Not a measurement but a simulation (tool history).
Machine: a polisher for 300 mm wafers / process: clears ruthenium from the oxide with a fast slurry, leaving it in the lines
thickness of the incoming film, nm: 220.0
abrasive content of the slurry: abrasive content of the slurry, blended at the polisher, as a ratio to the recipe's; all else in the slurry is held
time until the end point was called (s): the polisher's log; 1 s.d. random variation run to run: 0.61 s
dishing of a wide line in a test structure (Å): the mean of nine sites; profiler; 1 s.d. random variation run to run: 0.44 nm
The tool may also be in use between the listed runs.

| run | day | flow of slurry (ml/min) | pressure of the wafer on the pad (kPa) | speed of the pad under the wafer (m/s) | abrasive content of the slurry | overpolish time after the end point (s) | time until the end point was called (s) | dishing of a wide line in a test structure (Å) |
|---|---|---|---|---|---|---|---|---|
| 1 | 0.000 | 285 | 16.5 | 1.22 | 1.00 | 25 | 63.503 | 600.91 |
| 2 | 0.054 | 285 | 16.5 | 1.22 | 1.00 | 23 | 63.808 | 535.76 |
| 3 | 0.288 | 285 | 16.5 | 1.22 | 1.00 | 21 | 64.123 | 501.19 |
| 4 | 0.412 | 285 | 17.9 | 1.22 | 1.00 | 21 | 59.762 | 546.73 |
| 5 | 0.708 | 285 | 17.9 | 1.22 | 0.85 | 21 | 65.348 | 505.14 |
| 6 | 0.771 | 285 | 17.9 | 1.22 | 0.85 | 15 | 64.307 | 373.76 |
| 7 | 0.962 | 300 | 17.9 | 1.26 | 0.80 | 14 | 66.079 | 344.65 |

What does the tool deliver on the next run?
| 8 | 1.333 | 315 | 17.9 | 1.30 | 0.75 | 13 | ? | ? |

Logged for run 8: time until the end point was called (s) 66.448, dishing of a wide line in a test structure (Å) 314.76.
